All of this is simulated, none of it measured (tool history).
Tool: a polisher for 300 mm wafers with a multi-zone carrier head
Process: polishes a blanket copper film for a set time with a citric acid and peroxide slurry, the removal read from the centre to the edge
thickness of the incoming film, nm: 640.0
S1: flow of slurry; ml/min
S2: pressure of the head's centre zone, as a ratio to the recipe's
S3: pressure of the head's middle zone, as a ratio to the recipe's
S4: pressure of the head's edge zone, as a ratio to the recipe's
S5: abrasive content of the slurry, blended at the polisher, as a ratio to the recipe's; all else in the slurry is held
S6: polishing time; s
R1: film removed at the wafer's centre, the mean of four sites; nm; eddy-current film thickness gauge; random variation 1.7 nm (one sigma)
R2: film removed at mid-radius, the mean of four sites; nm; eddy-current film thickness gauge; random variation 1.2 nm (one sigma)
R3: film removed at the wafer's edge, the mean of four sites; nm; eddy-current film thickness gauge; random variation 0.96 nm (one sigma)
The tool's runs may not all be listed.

run	hour	S1	S2	S3	S4	S5	S6	R1	R2	R3
1	0.0	300	1.00	1.00	1.00	1.00	89	114.42	119.60	116.46
2	6.9	300	1.00	1.08	1.00	1.00	89	114.70	125.21	117.47
3	8.0	300	1.00	1.08	1.00	0.80	89	108.14	120.37	110.32
4	9.9	305	1.01	1.09	1.02	0.90	90	113.86	127.27	115.56
5	16.0	350	1.01	1.09	1.02	0.90	90	117.44	127.42	119.04
6	18.9	360	1.01	1.10	1.04	0.95	90	116.49	129.22	120.70
7	19.9	365	1.02	1.10	1.05	1.00	91	119.39	132.67	123.30
8	28.3	375	1.03	1.09	1.06	1.05	92	128.95	135.61	127.08
9	33.6	380	1.02	1.09	1.07	1.10	93	125.29	137.38	130.38
10	34.6	385	1.03	1.09	1.08	1.15	94	131.82	138.78	133.93
11	43.0	390	1.03	1.10	1.09	1.20	95	132.89	145.75	137.45

Forecast run 12:
12	51.5	395	1.03	1.10	1.10	1.25	95	?	?	?

R1: 133.56 nm
R2: 145.25 nm
R3: 137.25 nm
